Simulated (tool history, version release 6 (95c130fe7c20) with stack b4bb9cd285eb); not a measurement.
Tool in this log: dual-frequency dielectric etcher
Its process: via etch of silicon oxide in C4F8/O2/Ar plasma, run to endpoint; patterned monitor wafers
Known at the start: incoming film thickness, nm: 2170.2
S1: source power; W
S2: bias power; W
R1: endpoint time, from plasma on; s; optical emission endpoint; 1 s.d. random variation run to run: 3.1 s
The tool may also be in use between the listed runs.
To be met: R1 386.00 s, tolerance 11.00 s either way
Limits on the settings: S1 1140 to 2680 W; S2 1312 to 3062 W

run,hour,S1,S2,R1
1,0.0,1910,2187,429.62
2,3.4,1970,2213,427.42
3,11.8,1830,2213,449.29
4,13.2,1890,2228,431.31
5,21.2,1940,2245,430.18
6,26.8,1990,2266,418.14
7,27.7,2020,2275,424.35
8,32.2,2080,2305,408.65
9,36.6,2100,2313,411.43
10,41.7,2130,2328,404.77
11,46.6,2150,2337,400.71
12,53.0,2170,2343,402.08
13,55.4,2190,2352,395.83
14,64.3,2200,2356,400.50

Below are 5 possible settings for the next run. Only one of them brings all results inside the allowed miss of their targets. Which is it?
A,73.2,2680,1946,?
B,73.2,2160,2270,?
C,73.2,1990,2131,?
D,73.2,2080,2319,?
E,73.2,2070,2273,?

move,R1
A,382.67
B,400.88
C,424.95
D,404.89
E,408.50
A: all results in spec
B: no nearer and no further than the last run
C: lands further from the targets than the last run did
D: lands further from the targets than the last run did
E: lands further from the targets than the last run did
Correct choice: A, which meets every target
